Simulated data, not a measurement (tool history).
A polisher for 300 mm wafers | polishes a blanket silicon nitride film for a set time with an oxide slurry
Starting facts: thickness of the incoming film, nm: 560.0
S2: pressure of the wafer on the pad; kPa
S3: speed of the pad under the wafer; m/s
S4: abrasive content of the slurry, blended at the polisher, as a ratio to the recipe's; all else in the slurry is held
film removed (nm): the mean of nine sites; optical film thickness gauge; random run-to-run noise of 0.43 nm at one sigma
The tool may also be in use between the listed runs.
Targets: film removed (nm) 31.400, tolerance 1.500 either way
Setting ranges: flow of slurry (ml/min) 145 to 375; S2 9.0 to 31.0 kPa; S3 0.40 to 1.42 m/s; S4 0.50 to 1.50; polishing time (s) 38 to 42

Run 1, hour 0.0: flow of slurry (ml/min) 240, S2 20.0 kPa, S3 0.90 m/s, S4 1.00, polishing time (s) 42. Result: film removed (nm) 21.743.
Run 2, hour 1.5: flow of slurry (ml/min) 240, S2 20.0 kPa, S3 0.90 m/s, S4 1.00, polishing time (s) 42. Result: film removed (nm) 22.000.
Run 3, hour 3.3: flow of slurry (ml/min) 240, S2 20.7 kPa, S3 0.90 m/s, S4 1.00, polishing time (s) 42. Result: film removed (nm) 22.286.
Run 4, hour 4.8: flow of slurry (ml/min) 240, S2 24.1 kPa, S3 0.90 m/s, S4 1.00, polishing time (s) 42. Result: film removed (nm) 24.245.
Run 5, hour 11.4: flow of slurry (ml/min) 240, S2 24.8 kPa, S3 0.92 m/s, S4 1.00, polishing time (s) 42. Result: film removed (nm) 25.692.
Run 6, hour 20.0: flow of slurry (ml/min) 240, S2 22.1 kPa, S3 0.92 m/s, S4 1.00, polishing time (s) 42. Result: film removed (nm) 23.465.
Run 7, hour 22.1: flow of slurry (ml/min) 240, S2 22.8 kPa, S3 0.92 m/s, S4 1.00, polishing time (s) 42. Result: film removed (nm) 24.220.
Run 8, hour 26.1: flow of slurry (ml/min) 240, S2 22.8 kPa, S3 0.92 m/s, S4 1.00, polishing time (s) 42. Result: film removed (nm) 24.117.
Run 9, hour 29.4: flow of slurry (ml/min) 240, S2 23.4 kPa, S3 0.92 m/s, S4 1.00, polishing time (s) 42. Result: film removed (nm) 24.778.
Run 10, hour 31.4: flow of slurry (ml/min) 240, S2 24.1 kPa, S3 0.92 m/s, S4 1.00, polishing time (s) 42. Result: film removed (nm) 25.081.
Run 11, hour 37.1: flow of slurry (ml/min) 240, S2 24.8 kPa, S3 0.92 m/s, S4 1.00, polishing time (s) 42. Result: film removed (nm) 25.106.
At hour 43.2: slurry nozzle cleaned.
Run 12, hour 43.2: flow of slurry (ml/min) 240, S2 25.5 kPa, S3 0.94 m/s, S4 1.00, polishing time (s) 42. Result: film removed (nm) 28.025.
Run 13, hour 50.8: flow of slurry (ml/min) 240, S2 26.9 kPa, S3 0.94 m/s, S4 1.00, polishing time (s) 42. Result: film removed (nm) 28.111.
Run 14, hour 52.8: flow of slurry (ml/min) 240, S2 28.3 kPa, S3 0.96 m/s, S4 1.00, polishing time (s) 42. Result: film removed (nm) 29.685.

Exactly one of the 4 candidate moves below puts every result within its allowed miss. Which one?
Run A, hour 54.8: flow of slurry (ml/min) 225, S2 23.4 kPa, S3 1.18 m/s, S4 1.05, polishing time (s) 38. Result: film removed (nm) ?.
Run B, hour 54.8: flow of slurry (ml/min) 225, S2 30.3 kPa, S3 1.10 m/s, S4 1.15, polishing time (s) 42. Result: film removed (nm) ?.
Run C, hour 54.8: flow of slurry (ml/min) 250, S2 28.3 kPa, S3 0.98 m/s, S4 1.05, polishing time (s) 42. Result: film removed (nm) ?.
Run D, hour 54.8: flow of slurry (ml/min) 205, S2 29.6 kPa, S3 0.94 m/s, S4 1.10, polishing time (s) 38. Result: film removed (nm) ?.

move  film removed (nm)
   A             28.126
   B             35.799
   C             30.757
   D             27.452
A: misses by more than the last run did
B: takes the biggest miss from the last run beyond its target
C: all results land within tolerance of their targets
D: misses by more than the last run did
C is the move that brings every result within its allowed miss.
